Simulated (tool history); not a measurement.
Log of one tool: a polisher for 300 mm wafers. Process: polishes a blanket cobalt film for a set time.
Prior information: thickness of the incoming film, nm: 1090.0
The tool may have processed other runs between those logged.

| run | hour | flow of slurry (ml/min) | pressure of the wafer on the pad (psi) | speed of the pad under the wafer (cm/s) | polishing time (s) | film removed (nm) |
|---|---|---|---|---|---|---|
| 1 | 0 | 315 | 1.4 | 98 | 74 | 245.78 |
| 2 | 3.9 | 315 | 1.3 | 96 | 74 | 224.71 |
| 3 | 5.4 | 345 | 1.3 | 96 | 74 | 231.94 |
| 4 | 8.4 | 345 | 1.5 | 96 | 74 | 260.09 |
| 5 | 15.5 | 345 | 1.4 | 96 | 74 | 243.81 |
| 6 | 18.5 | 345 | 1.4 | 74 | 74 | 197.82 |
| 7 | 22.6 | 345 | 1.3 | 74 | 74 | 190.43 |

What will run 8 give?
| 8 | 30.4 | 345 | 1.2 | 74 | 74 | ? |

Run 8 came out at film removed (nm) 172.58.
